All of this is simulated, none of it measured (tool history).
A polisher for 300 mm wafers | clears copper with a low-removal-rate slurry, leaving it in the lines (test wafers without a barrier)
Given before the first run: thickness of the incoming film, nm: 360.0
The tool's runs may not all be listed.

run  hour  flow of slurry (ml/min)  pressure of the wafer on the pad (kPa)  speed of the pad under the wafer (cm/s)  abrasive content of the slurry  overpolish time after the end point (s)  time until the end point was called (s)  dishing of a wide line in a test structure (angstrom)
  1     0                      190                                    22.1                                      132                               1                                       20                                   98.447                                                 394.09
  2   6.7                      190                                    17.9                                      132                               1                                       20                                   119.04                                                 339.23
  3    13                      190                                      20                                      132                               1                                       20                                   107.16                                                  368.7
  4  20.2                      190                                      20                                      132                               1                                       29                                   108.89                                                 463.38
  5  25.8                      190                                      20                                      132                               1                                       35                                   108.55                                                 517.06
  6  34.2                      210                                      20                                      132                               1                                       35                                   105.07                                                 519.57
  7  35.7                      230                                    17.2                                      130                               1                                       28                                   124.05                                                 419.61
  8  39.1                      200                                    16.5                                      128                             0.9                                       23                                   133.42                                                 347.51
  9  43.4                      180                                    15.2                                      128                            1.05                                       19                                   143.21                                                 279.75
 10  44.1                      165                                    14.5                                      130                            1.15                                       16                                    146.8                                                 238.89

Run 11 comes next. What will it give?
 11  45.6                      200                                    11.7                                      134                             1.3                                        6                                        ?                                                      ?

time until the end point was called (s): 164.25
dishing of a wide line in a test structure (angstrom): 92.703

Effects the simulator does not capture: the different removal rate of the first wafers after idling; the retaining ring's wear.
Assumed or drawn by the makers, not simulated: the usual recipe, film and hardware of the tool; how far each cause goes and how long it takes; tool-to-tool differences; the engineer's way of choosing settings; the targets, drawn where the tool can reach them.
